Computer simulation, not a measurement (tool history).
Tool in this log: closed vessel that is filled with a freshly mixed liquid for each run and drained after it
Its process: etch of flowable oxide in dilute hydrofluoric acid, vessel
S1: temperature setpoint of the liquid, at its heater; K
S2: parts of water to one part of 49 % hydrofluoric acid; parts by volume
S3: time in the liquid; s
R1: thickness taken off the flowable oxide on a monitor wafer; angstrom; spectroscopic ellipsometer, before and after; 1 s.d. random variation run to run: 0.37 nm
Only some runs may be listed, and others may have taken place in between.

{"run": 1, "day": 0.0, "S1": 297.15, "S2": 85, "S3": 30, "R1": 140.36}
{"run": 2, "day": 0.088, "S1": 297.15, "S2": 85, "S3": 30, "R1": 142.5}
{"run": 3, "day": 0.146, "S1": 297.15, "S2": 65, "S3": 30, "R1": 189.45}
{"run": 4, "day": 0.483, "S1": 297.15, "S2": 50, "S3": 30, "R1": 248.77}
{"run": 5, "day": 0.758, "S1": 298.15, "S2": 50, "S3": 30, "R1": 260.86}
{"run": 6, "day": 1.083, "S1": 299.15, "S2": 50, "S3": 30, "R1": 272.93}
{"run": 7, "day": 1.35, "S1": 300.15, "S2": 50, "S3": 30, "R1": 285.65}

Forecast run 8:
{"run": 8, "day": 1.671, "S1": 300.65, "S2": 50, "S3": 30, "R1": "?"}

{"run 8": {"R1": 289.78}}
